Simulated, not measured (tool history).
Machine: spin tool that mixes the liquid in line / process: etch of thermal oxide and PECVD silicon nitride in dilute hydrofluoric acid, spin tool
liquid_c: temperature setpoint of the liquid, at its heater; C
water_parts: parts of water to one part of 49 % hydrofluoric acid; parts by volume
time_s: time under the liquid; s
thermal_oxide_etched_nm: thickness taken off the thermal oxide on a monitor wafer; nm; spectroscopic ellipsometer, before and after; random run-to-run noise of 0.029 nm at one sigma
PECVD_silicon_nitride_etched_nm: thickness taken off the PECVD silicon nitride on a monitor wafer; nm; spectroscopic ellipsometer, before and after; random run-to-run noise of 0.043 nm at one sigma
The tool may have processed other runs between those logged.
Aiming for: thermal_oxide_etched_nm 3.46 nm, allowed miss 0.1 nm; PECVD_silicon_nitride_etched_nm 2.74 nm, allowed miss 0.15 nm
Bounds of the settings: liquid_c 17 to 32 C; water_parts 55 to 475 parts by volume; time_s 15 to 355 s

run	hour	liquid_c	water_parts	time_s	thermal_oxide_etched_nm	PECVD_silicon_nitride_etched_nm
1	0	24	265	180	2.5305	2.2177
2	8.6	27	265	180	2.7851	2.6694
3	9.6	25.5	265	180	2.6898	2.4054
4	18.4	25.5	255	180	2.7764	2.5127
5	19.6	25.5	245	180	2.9424	2.6695
6	28	23.5	245	180	2.6836	2.372
7	33.9	23.5	235	180	2.8399	2.4194
8	36.9	23.5	230	180	2.9396	2.516
9	38	23.5	225	180	3.0344	2.5137
10	40.5	23.5	220	180	3.1073	2.6062
11	48	23.5	215	180	3.1774	2.6828
12	56.6	23.5	210	180	3.2613	2.6508

4 next moves are on the table. One of them brings every result within its allowed miss. Which?
A	65.2	23	185	165	?	?
B	65.2	22.5	285	255	?	?
C	65.2	25	165	120	?	?
D	65.2	24.5	255	205	?	?

move	thermal_oxide_etched_nm	PECVD_silicon_nitride_etched_nm
A	3.4706	2.7269
B	3.0903	2.6692
C	3.1193	2.5237
D	3.0713	2.7109
A: all results land within tolerance of their targets
B: moves away from the targets compared with the last run
C: moves away from the targets compared with the last run
D: moves away from the targets compared with the last run
Go with A: it meets all targets.
